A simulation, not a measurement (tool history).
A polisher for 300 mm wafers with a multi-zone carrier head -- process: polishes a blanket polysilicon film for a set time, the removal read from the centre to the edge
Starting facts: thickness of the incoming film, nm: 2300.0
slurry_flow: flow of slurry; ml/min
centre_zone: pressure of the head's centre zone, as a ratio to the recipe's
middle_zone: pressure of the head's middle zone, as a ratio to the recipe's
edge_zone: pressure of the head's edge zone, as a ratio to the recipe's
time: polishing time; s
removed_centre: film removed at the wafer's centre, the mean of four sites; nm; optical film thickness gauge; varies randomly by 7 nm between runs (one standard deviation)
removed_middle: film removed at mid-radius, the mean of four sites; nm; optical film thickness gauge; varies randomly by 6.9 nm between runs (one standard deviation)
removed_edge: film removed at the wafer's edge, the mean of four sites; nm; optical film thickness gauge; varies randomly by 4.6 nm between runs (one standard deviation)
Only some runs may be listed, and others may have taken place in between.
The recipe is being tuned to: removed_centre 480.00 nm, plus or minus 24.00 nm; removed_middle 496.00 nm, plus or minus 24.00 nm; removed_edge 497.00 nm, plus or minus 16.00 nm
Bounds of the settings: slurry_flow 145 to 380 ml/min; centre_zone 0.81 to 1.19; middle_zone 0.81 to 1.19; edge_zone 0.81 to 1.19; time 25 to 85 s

run 1 hour=0.0 | slurry_flow=245 centre_zone=1.00 middle_zone=1.00 edge_zone=1.00 time=55 | removed_centre=416.40 removed_middle=402.29 removed_edge=404.81
run 2 hour=8.8 | slurry_flow=245 centre_zone=1.00 middle_zone=1.00 edge_zone=0.92 time=55 | removed_centre=409.14 removed_middle=393.29 removed_edge=398.76
run 3 hour=10.4 | slurry_flow=245 centre_zone=0.99 middle_zone=1.00 edge_zone=0.93 time=58 | removed_centre=431.94 removed_middle=412.50 removed_edge=417.70
run 4 hour=15.0 | slurry_flow=245 centre_zone=0.99 middle_zone=1.00 edge_zone=0.93 time=68 | removed_centre=500.60 removed_middle=482.46 removed_edge=492.15
run 5 hour=23.9 | slurry_flow=245 centre_zone=0.99 middle_zone=1.06 edge_zone=0.93 time=68 | removed_centre=513.66 removed_middle=515.06 removed_edge=496.39
-- hour=32.7 slurry nozzle cleaned
run 6 hour=32.7 | slurry_flow=245 centre_zone=0.99 middle_zone=1.06 edge_zone=0.87 time=68 | removed_centre=521.49 removed_middle=523.41 removed_edge=486.43
run 7 hour=36.8 | slurry_flow=240 centre_zone=0.97 middle_zone=1.05 edge_zone=0.88 time=68 | removed_centre=516.48 removed_middle=521.14 removed_edge=495.15
run 8 hour=45.6 | slurry_flow=240 centre_zone=0.97 middle_zone=1.05 edge_zone=0.88 time=68 | removed_centre=514.47 removed_middle=506.32 removed_edge=494.80
run 9 hour=46.6 | slurry_flow=240 centre_zone=0.95 middle_zone=1.06 edge_zone=0.89 time=68 | removed_centre=507.88 removed_middle=514.63 removed_edge=490.89

Exactly one of the 4 candidate moves below puts every result within its allowed miss. Which one?
run A hour=47.6 | slurry_flow=260 centre_zone=1.04 middle_zone=1.09 edge_zone=0.85 time=70 | removed_centre=? removed_middle=? removed_edge=?
run B hour=47.6 | slurry_flow=275 centre_zone=1.08 middle_zone=1.13 edge_zone=0.83 time=66 | removed_centre=? removed_middle=? removed_edge=?
run C hour=47.6 | slurry_flow=145 centre_zone=0.92 middle_zone=1.02 edge_zone=0.90 time=72 | removed_centre=? removed_middle=? removed_edge=?
run D hour=47.6 | slurry_flow=215 centre_zone=1.04 middle_zone=0.98 edge_zone=0.84 time=69 | removed_centre=? removed_middle=? removed_edge=?

move=A removed_centre=556.65 removed_middle=551.40 removed_edge=501.98
move=B removed_centre=548.63 removed_middle=539.02 removed_edge=471.85
move=C removed_centre=467.16 removed_middle=499.66 removed_edge=498.55
move=D removed_centre=536.14 removed_middle=486.75 removed_edge=486.52
A: misses by more than the last run did
B: misses by more than the last run did
C: each result inside its tolerance
D: misses by more than the last run did
Move C is the one to make.
